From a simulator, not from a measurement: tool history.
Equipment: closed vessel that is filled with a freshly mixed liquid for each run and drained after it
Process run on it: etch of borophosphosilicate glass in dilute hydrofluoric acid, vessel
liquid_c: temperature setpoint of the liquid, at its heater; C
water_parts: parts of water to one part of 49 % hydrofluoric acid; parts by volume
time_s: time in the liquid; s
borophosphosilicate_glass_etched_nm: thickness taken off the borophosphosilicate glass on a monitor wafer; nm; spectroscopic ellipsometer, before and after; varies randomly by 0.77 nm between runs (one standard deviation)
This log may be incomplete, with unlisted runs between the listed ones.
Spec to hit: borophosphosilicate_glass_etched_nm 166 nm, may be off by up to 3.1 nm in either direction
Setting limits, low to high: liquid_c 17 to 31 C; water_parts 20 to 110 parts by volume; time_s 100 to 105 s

| run | day | liquid_c | water_parts | time_s | borophosphosilicate_glass_etched_nm |
|---|---|---|---|---|---|
| 1 | 0 | 23 | 60 | 100 | 108.25 |
| 2 | 0.233 | 24 | 60 | 100 | 112.78 |
| 3 | 0.467 | 25 | 60 | 100 | 117.46 |
| 4 | 0.558 | 26 | 60 | 100 | 122.6 |
| 5 | 0.821 | 26 | 60 | 105 | 128.23 |
| 6 | 1.204 | 27.5 | 60 | 105 | 136.54 |
| 7 | 1.496 | 28 | 60 | 105 | 139.64 |
| 8 | 1.808 | 28.5 | 60 | 105 | 141.74 |
| 9 | 1.946 | 29 | 60 | 105 | 144.58 |
| 10 | 2.238 | 29.5 | 60 | 105 | 147.59 |
| 11 | 2.346 | 30.5 | 60 | 105 | 152.56 |
| 12 | 2.529 | 31 | 60 | 105 | 155.7 |
| 13 | 2.838 | 31 | 55 | 105 | 172.15 |
| 14 | 2.992 | 31 | 55 | 105 | 172.25 |

Which one of the following 5 next-run settings gets every result inside its allowed miss? There is exactly one.
| A | 3.146 | 27.5 | 50 | 105 | ? |
| B | 3.146 | 30.5 | 55 | 100 | ? |
| C | 3.146 | 30 | 55 | 100 | ? |
| D | 3.146 | 27.5 | 45 | 100 | ? |
| E | 3.146 | 31 | 50 | 100 | ? |

| move | borophosphosilicate_glass_etched_nm |
|---|---|
| A | 165.69 |
| B | 160.28 |
| C | 157.19 |
| D | 176.61 |
| E | 181.18 |
A: every result lands within tolerance
B: carries the result that was furthest off beyond its target, to the other side
C: carries the result that was furthest off beyond its target, to the other side
D: its largest miss is bigger than the last run's
E: its largest miss is bigger than the last run's
A is the move that brings every result within its allowed miss.
